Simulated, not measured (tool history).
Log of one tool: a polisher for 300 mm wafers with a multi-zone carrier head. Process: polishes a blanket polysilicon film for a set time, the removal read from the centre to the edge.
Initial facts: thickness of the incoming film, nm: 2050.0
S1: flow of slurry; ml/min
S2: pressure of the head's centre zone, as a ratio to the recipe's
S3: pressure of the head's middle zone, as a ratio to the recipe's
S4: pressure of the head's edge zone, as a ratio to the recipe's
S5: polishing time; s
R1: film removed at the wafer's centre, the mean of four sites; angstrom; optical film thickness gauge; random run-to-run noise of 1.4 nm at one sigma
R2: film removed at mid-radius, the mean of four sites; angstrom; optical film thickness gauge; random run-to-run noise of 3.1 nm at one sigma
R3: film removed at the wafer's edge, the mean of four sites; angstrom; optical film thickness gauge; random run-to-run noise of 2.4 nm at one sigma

run 1 day=0 | S1=220 S2=1 S3=1 S4=1 S5=55 | R1=2959.9 R2=2766.5 R3=2731.4
run 2 day=0.196 | S1=220 S2=1 S3=1 S4=1 S5=45 | R1=2447 R2=2248.8 R3=2248.5
run 3 day=0.533 | S1=200 S2=0.96 S3=1.02 S4=1.03 S5=45 | R1=2309.3 R2=2265.5 R3=2277.9
run 4 day=0.767 | S1=200 S2=0.96 S3=1.02 S4=1.03 S5=52 | R1=2624.3 R2=2661.8 R3=2613.6
-- day=0.95 centre zone pressure recalibrated
run 5 day=0.95 | S1=200 S2=1 S3=1.02 S4=1.03 S5=52 | R1=2597.2 R2=2614.4 R3=2591.6
run 6 day=1.038 | S1=200 S2=1 S3=0.98 S4=1.03 S5=52 | R1=2609.3 R2=2574.2 R3=2611
run 7 day=1.233 | S1=180 S2=0.97 S3=0.98 S4=1.03 S5=51 | R1=2418 R2=2425.4 R3=2534.9

Forecast run 8:
run 8 day=1.517 | S1=165 S2=0.96 S3=1 S4=1.03 S5=50 | R1=? R2=? R3=?

{"run 8": {"R1": 2281.1, "R2": 2398.2, "R3": 2411.7}}
